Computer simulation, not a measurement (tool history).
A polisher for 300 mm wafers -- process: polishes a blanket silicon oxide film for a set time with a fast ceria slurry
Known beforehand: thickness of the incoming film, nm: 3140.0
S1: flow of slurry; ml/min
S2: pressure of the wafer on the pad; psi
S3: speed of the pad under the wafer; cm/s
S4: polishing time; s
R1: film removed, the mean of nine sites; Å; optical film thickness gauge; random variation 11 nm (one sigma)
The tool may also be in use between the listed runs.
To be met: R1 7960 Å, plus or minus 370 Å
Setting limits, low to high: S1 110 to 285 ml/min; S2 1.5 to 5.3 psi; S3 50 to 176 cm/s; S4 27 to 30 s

{"run": 1, "hour": 0.0, "S1": 180, "S2": 3.4, "S3": 112, "S4": 30, "R1": 5369.4}
{"run": 2, "hour": 0.5, "S1": 180, "S2": 3.4, "S3": 112, "S4": 27, "R1": 4764.4}
{"run": 3, "hour": 7.0, "S1": 180, "S2": 3.6, "S3": 112, "S4": 27, "R1": 5043.1}
{"run": 4, "hour": 12.5, "S1": 180, "S2": 3.9, "S3": 112, "S4": 27, "R1": 5398}
{"run": 5, "hour": 13.1, "S1": 180, "S2": 3.9, "S3": 96, "S4": 27, "R1": 4711}
{"run": 6, "hour": 19.4, "S1": 180, "S2": 3.9, "S3": 68, "S4": 27, "R1": 3352.5}
{"run": 7, "hour": 20.9, "S1": 185, "S2": 4.9, "S3": 100, "S4": 28, "R1": 6549.3}
{"run": 8, "hour": 22.6, "S1": 190, "S2": 5.3, "S3": 108, "S4": 28, "R1": 7565.9}

Exactly one of the 4 candidate moves below puts every result within its allowed miss. Which one?
{"run": "A", "hour": 24.3, "S1": 200, "S2": 5, "S3": 112, "S4": 27, "R1": "?"}
{"run": "B", "hour": 24.3, "S1": 225, "S2": 4.9, "S3": 112, "S4": 27, "R1": "?"}
{"run": "C", "hour": 24.3, "S1": 225, "S2": 5.3, "S3": 104, "S4": 30, "R1": "?"}
{"run": "D", "hour": 24.3, "S1": 245, "S2": 5.1, "S3": 94, "S4": 30, "R1": "?"}

move=A R1=7051.1
move=B R1=7008.1
move=C R1=7826.5
move=D R1=6898.2
A: the biggest miss grows against the last run
B: the biggest miss grows against the last run
C: hits every target within its allowed miss
D: the biggest miss grows against the last run
So the answer is move C, the one that meets all the targets.
